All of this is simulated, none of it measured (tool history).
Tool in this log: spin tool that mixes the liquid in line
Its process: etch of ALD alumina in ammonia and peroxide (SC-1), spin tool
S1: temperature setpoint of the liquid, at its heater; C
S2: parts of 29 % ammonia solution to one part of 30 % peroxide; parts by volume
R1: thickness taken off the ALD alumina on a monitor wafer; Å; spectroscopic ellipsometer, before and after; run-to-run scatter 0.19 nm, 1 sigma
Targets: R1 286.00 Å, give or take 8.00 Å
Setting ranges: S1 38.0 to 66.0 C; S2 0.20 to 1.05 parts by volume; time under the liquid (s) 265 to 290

{"run": 1, "hour": 0.0, "S1": 50.0, "S2": 0.55, "time under the liquid (s)": 265, "R1": 160.22}
{"run": 2, "hour": 5.7, "S1": 50.0, "S2": 0.55, "time under the liquid (s)": 290, "R1": 176.73}
{"run": 3, "hour": 6.7, "S1": 50.0, "S2": 0.55, "time under the liquid (s)": 290, "R1": 175.69}
{"run": 4, "hour": 12.6, "S1": 52.0, "S2": 0.55, "time under the liquid (s)": 290, "R1": 194.28}
{"run": 5, "hour": 14.6, "S1": 54.0, "S2": 0.55, "time under the liquid (s)": 290, "R1": 217.45}
{"hour": 20.6, "done": "ammonia flow meter replaced"}
{"run": 6, "hour": 20.6, "S1": 51.5, "S2": 0.55, "time under the liquid (s)": 290, "R1": 193.14}
{"run": 7, "hour": 27.3, "S1": 53.5, "S2": 0.55, "time under the liquid (s)": 290, "R1": 216.63}
{"run": 8, "hour": 31.4, "S1": 54.5, "S2": 0.55, "time under the liquid (s)": 290, "R1": 228.25}
{"run": 9, "hour": 36.4, "S1": 55.5, "S2": 0.55, "time under the liquid (s)": 290, "R1": 238.12}
{"run": 10, "hour": 37.1, "S1": 56.5, "S2": 0.55, "time under the liquid (s)": 290, "R1": 254.06}
{"run": 11, "hour": 39.8, "S1": 57.0, "S2": 0.55, "time under the liquid (s)": 290, "R1": 257.72}
{"run": 12, "hour": 48.0, "S1": 59.5, "S2": 0.55, "time under the liquid (s)": 290, "R1": 294.02}

Below are 5 possible settings for the next run. Only one of them brings all results inside the allowed miss of their targets. Which is it?
{"run": "A", "hour": 56.2, "S1": 60.5, "S2": 0.8, "time under the liquid (s)": 275, "R1": "?"}
{"run": "B", "hour": 56.2, "S1": 57.5, "S2": 0.6, "time under the liquid (s)": 290, "R1": "?"}
{"run": "C", "hour": 56.2, "S1": 60.0, "S2": 0.6, "time under the liquid (s)": 290, "R1": "?"}
{"run": "D", "hour": 56.2, "S1": 59.0, "S2": 0.5, "time under the liquid (s)": 290, "R1": "?"}
{"run": "E", "hour": 56.2, "S1": 59.5, "S2": 0.5, "time under the liquid (s)": 265, "R1": "?"}

move=A R1=305.41
move=B R1=268.40
move=C R1=305.50
move=D R1=285.20
move=E R1=267.42
A: further off than the last run
B: pushes the last run's worst result past its target
C: further off than the last run
D: every result within its allowed miss
E: pushes the last run's worst result past its target
D is the move that brings every result within its allowed miss.
